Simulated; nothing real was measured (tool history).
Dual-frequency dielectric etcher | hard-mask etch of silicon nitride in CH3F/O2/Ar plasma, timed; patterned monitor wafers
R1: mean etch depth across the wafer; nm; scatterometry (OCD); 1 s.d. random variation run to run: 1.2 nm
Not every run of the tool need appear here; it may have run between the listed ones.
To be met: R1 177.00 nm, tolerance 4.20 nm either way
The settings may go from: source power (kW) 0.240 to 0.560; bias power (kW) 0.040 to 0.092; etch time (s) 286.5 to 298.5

run 1 hour=0.0 | source_power_(kW)=0.400 bias_power_(kW)=0.066 etch_time_(s)=286.5 | R1=199.28
run 2 hour=7.5 | source_power_(kW)=0.380 bias_power_(kW)=0.065 etch_time_(s)=286.5 | R1=199.40
run 3 hour=10.0 | source_power_(kW)=0.380 bias_power_(kW)=0.065 etch_time_(s)=298.5 | R1=206.59
run 4 hour=16.6 | source_power_(kW)=0.380 bias_power_(kW)=0.065 etch_time_(s)=286.5 | R1=198.63
run 5 hour=24.1 | source_power_(kW)=0.380 bias_power_(kW)=0.065 etch_time_(s)=298.5 | R1=204.10
run 6 hour=32.8 | source_power_(kW)=0.450 bias_power_(kW)=0.065 etch_time_(s)=298.5 | R1=217.32
run 7 hour=40.5 | source_power_(kW)=0.430 bias_power_(kW)=0.062 etch_time_(s)=297.0 | R1=210.62
run 8 hour=42.8 | source_power_(kW)=0.350 bias_power_(kW)=0.049 etch_time_(s)=291.5 | R1=184.55
run 9 hour=49.7 | source_power_(kW)=0.340 bias_power_(kW)=0.048 etch_time_(s)=291.5 | R1=183.39

Which single option among these 5 for the next run brings every result within its allowed miss of target? Just one does.
run A hour=56.6 | source_power_(kW)=0.340 bias_power_(kW)=0.052 etch_time_(s)=297.0 | R1=?
run B hour=56.6 | source_power_(kW)=0.330 bias_power_(kW)=0.050 etch_time_(s)=298.5 | R1=?
run C hour=56.6 | source_power_(kW)=0.370 bias_power_(kW)=0.048 etch_time_(s)=298.5 | R1=?
run D hour=56.6 | source_power_(kW)=0.320 bias_power_(kW)=0.055 etch_time_(s)=298.5 | R1=?
run E hour=56.6 | source_power_(kW)=0.340 bias_power_(kW)=0.046 etch_time_(s)=289.0 | R1=?

move=A R1=187.66
move=B R1=185.48
move=C R1=189.00
move=D R1=188.44
move=E R1=177.39
A: further off than the last run
B: further off than the last run
C: further off than the last run
D: further off than the last run
E: every result lands within tolerance
The move that meets every target is E.

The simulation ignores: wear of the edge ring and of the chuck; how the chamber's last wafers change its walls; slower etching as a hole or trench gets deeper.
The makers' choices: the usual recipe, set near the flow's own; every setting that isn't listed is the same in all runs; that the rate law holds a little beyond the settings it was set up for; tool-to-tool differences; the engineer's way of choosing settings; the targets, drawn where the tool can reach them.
